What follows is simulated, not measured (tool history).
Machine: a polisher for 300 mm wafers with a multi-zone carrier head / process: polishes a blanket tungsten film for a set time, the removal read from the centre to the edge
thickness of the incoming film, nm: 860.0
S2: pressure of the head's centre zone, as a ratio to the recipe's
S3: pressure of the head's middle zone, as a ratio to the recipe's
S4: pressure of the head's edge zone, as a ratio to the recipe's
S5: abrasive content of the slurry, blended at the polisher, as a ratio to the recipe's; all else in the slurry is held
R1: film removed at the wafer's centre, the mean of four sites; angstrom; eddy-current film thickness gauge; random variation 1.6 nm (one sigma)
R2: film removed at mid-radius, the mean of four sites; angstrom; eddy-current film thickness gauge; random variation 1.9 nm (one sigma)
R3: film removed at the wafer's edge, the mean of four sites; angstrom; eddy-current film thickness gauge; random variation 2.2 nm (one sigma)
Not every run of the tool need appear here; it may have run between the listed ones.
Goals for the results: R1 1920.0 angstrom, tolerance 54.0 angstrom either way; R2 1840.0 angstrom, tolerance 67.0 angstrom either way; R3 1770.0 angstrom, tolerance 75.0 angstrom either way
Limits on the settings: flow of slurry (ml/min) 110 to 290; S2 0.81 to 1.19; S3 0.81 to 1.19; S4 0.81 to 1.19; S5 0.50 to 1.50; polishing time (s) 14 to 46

Run 1, day 0.000: flow of slurry (ml/min) 185, S2 1.00, S3 1.00, S4 1.00, S5 1.00, polishing time (s) 30. Result: R1 1466.9 angstrom, R2 1496.6 angstrom, R3 1489.5 angstrom.
Run 2, day 0.342: flow of slurry (ml/min) 190, S2 1.02, S3 1.01, S4 1.02, S5 1.05, polishing time (s) 30. Result: R1 1520.8 angstrom, R2 1513.7 angstrom, R3 1532.4 angstrom.
Run 3, day 0.542: flow of slurry (ml/min) 190, S2 1.02, S3 1.05, S4 1.02, S5 1.05, polishing time (s) 30. Result: R1 1534.9 angstrom, R2 1585.2 angstrom, R3 1512.8 angstrom.
Run 4, day 0.725: flow of slurry (ml/min) 190, S2 1.02, S3 1.05, S4 1.10, S5 1.05, polishing time (s) 30. Result: R1 1505.2 angstrom, R2 1586.2 angstrom, R3 1567.1 angstrom.
Run 5, day 1.046: flow of slurry (ml/min) 190, S2 1.02, S3 1.05, S4 1.16, S5 1.05, polishing time (s) 30. Result: R1 1512.6 angstrom, R2 1561.8 angstrom, R3 1620.6 angstrom.
Run 6, day 1.083: flow of slurry (ml/min) 195, S2 1.04, S3 1.06, S4 1.16, S5 1.05, polishing time (s) 30. Result: R1 1561.6 angstrom, R2 1622.9 angstrom, R3 1632.0 angstrom.
Run 7, day 1.117: flow of slurry (ml/min) 205, S2 1.05, S3 1.06, S4 1.16, S5 1.05, polishing time (s) 30. Result: R1 1577.5 angstrom, R2 1615.1 angstrom, R3 1677.5 angstrom.
Run 8, day 1.479: flow of slurry (ml/min) 235, S2 1.15, S3 1.16, S4 1.08, S5 1.20, polishing time (s) 30. Result: R1 1777.4 angstrom, R2 1824.2 angstrom, R3 1635.9 angstrom.
Run 9, day 1.571: flow of slurry (ml/min) 240, S2 1.16, S3 1.16, S4 1.09, S5 1.20, polishing time (s) 30. Result: R1 1799.6 angstrom, R2 1869.9 angstrom, R3 1661.0 angstrom.
Run 10, day 1.775: flow of slurry (ml/min) 240, S2 1.16, S3 1.15, S4 1.10, S5 1.20, polishing time (s) 30. Result: R1 1774.0 angstrom, R2 1843.6 angstrom, R3 1644.8 angstrom.

Exercise: of the 5 proposed moves below, exactly one satisfies all targets within the stated allowed misses. Which move is it?
Run A, day 1.979: flow of slurry (ml/min) 285, S2 1.08, S3 1.17, S4 1.03, S5 1.15, polishing time (s) 28. Result: R1 ?, R2 ?, R3 ?.
Run B, day 1.979: flow of slurry (ml/min) 250, S2 1.13, S3 1.11, S4 1.15, S5 0.90, polishing time (s) 33. Result: R1 ?, R2 ?, R3 ?.
Run C, day 1.979: flow of slurry (ml/min) 185, S2 1.18, S3 1.07, S4 1.07, S5 0.95, polishing time (s) 35. Result: R1 ?, R2 ?, R3 ?.
Run D, day 1.979: flow of slurry (ml/min) 285, S2 1.08, S3 1.19, S4 1.01, S5 1.25, polishing time (s) 28. Result: R1 ?, R2 ?, R3 ?.
Run E, day 1.979: flow of slurry (ml/min) 170, S2 1.19, S3 1.00, S4 1.14, S5 1.15, polishing time (s) 36. Result: R1 ?, R2 ?, R3 ?.

move      R1      R2      R3
   A  1585.2  1769.4  1523.5
   B  1791.4  1851.2  1771.3
   C  1893.2  1845.5  1777.2
   D  1617.9  1832.3  1539.4
   E  2016.0  1847.9  1956.3
A: the biggest miss grows against the last run
B: closes in on the targets versus the last run, not all within tolerance yet
C: meets every target
D: the biggest miss grows against the last run
E: moves the result that the last run missed by most past its target, out the other side
Move C is the one to make.

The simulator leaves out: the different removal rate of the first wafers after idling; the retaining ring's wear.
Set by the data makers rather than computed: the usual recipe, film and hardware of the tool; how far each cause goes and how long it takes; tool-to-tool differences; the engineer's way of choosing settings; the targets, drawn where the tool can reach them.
